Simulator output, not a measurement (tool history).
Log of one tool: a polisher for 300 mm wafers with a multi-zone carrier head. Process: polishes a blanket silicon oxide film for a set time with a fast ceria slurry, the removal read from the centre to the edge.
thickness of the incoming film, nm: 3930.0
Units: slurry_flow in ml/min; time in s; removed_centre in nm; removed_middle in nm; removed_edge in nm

run    day  slurry_flow  centre_zone  middle_zone  edge_zone  time  removed_centre  removed_middle  removed_edge
  1      0          140            1            1          1    52          540.16          522.91        523.74
  2  0.025          135         0.96         1.01       0.95    48          477.65          482.49        463.27
  3  0.254          125         0.92         1.01       0.91    47          431.85          462.47        442.15
  4  0.512          125         0.92         1.01       0.94    47          437.13          462.62        452.89
  5  0.575          125         0.92         1.01          1    47          428.95           464.8        459.96
  6  0.871          120         0.91         1.02       0.95    45          400.16          443.45        428.55

Run 7 comes next. What will it give?
  7  1.004          115         0.91         1.03       0.91    44               ?               ?             ?

{"run 7": {"removed_centre": 393.86, "removed_middle": 434.88, "removed_edge": 408.89}}
